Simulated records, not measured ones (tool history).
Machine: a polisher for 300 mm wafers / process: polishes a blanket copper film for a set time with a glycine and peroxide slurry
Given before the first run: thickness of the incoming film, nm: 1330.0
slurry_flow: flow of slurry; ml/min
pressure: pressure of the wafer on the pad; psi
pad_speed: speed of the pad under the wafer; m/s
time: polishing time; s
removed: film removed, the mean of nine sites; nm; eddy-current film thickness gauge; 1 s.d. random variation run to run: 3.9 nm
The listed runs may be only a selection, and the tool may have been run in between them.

Run 1, day 0: slurry_flow 315 ml/min, pressure 2.3 psi, pad_speed 1.12 m/s, time 50 s. Result: removed 299.02 nm.
Run 2, day 0.058: slurry_flow 315 ml/min, pressure 2.3 psi, pad_speed 1.12 m/s, time 50 s. Result: removed 299.05 nm.
Run 3, day 0.3: slurry_flow 315 ml/min, pressure 2.3 psi, pad_speed 1.12 m/s, time 44 s. Result: removed 262.95 nm.
Run 4, day 0.525: slurry_flow 315 ml/min, pressure 2.5 psi, pad_speed 1.14 m/s, time 44 s. Result: removed 287.69 nm.
Run 5, day 0.796: slurry_flow 315 ml/min, pressure 2.5 psi, pad_speed 0.96 m/s, time 44 s. Result: removed 250.72 nm.
Run 6, day 1.004: slurry_flow 315 ml/min, pressure 2.5 psi, pad_speed 0.96 m/s, time 50 s. Result: removed 282.23 nm.
Run 7, day 1.062: slurry_flow 315 ml/min, pressure 2.7 psi, pad_speed 1 m/s, time 50 s. Result: removed 308.39 nm.
Run 8, day 1.146: slurry_flow 315 ml/min, pressure 2.7 psi, pad_speed 1 m/s, time 50 s. Result: removed 304.38 nm.

Forecast run 9:
Run 9, day 1.292: slurry_flow 315 ml/min, pressure 2.8 psi, pad_speed 1.04 m/s, time 50 s. Result: removed ?.

{"run 9": {"removed": 329.27}}
